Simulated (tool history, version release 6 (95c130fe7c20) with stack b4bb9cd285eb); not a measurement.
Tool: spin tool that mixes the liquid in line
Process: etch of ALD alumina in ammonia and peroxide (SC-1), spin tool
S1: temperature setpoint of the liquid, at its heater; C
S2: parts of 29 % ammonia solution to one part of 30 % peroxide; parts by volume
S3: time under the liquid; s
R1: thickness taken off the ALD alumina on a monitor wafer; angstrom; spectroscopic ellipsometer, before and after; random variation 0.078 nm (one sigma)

run,hour,S1,S2,S3,R1
1,0.0,54.0,0.65,80,47.580
2,1.7,59.5,0.65,80,62.105
3,8.6,59.5,0.65,80,62.901
4,17.1,59.5,0.50,80,60.596
5,21.3,53.5,0.50,80,45.422
6,26.7,55.0,0.50,80,48.666
7,31.7,56.5,0.50,80,52.941
8,33.8,58.0,0.50,80,57.008
9,36.0,59.0,0.50,80,59.588

Forecast run 10:
10,42.7,60.0,0.50,80,?

{"run 10": {"R1": 62.254}}
